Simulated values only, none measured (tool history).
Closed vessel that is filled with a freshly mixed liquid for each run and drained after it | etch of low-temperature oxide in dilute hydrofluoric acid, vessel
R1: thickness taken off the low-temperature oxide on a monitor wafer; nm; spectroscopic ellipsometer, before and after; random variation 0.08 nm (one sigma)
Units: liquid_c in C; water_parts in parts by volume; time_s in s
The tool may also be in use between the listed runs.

run 1 day=0.000 | liquid_c=20.0 water_parts=40 time_s=35 | R1=11.4740
run 2 day=0.196 | liquid_c=20.0 water_parts=50 time_s=35 | R1=8.9976
run 3 day=0.483 | liquid_c=21.5 water_parts=45 time_s=35 | R1=10.6820
run 4 day=0.575 | liquid_c=22.5 water_parts=45 time_s=35 | R1=11.0430
run 5 day=0.888 | liquid_c=22.5 water_parts=45 time_s=30 | R1=9.5568
run 6 day=1.062 | liquid_c=22.5 water_parts=45 time_s=35 | R1=11.2120
run 7 day=1.429 | liquid_c=23.5 water_parts=45 time_s=35 | R1=11.5430
run 8 day=1.696 | liquid_c=27.5 water_parts=30 time_s=35 | R1=20.9530
run 9 day=1.738 | liquid_c=27.0 water_parts=30 time_s=35 | R1=20.6210

The next listed run, before its measurement:
run 10 day=1.833 | liquid_c=26.5 water_parts=30 time_s=35 | R1=?

Run 10 gave R1 20.1390 nm.
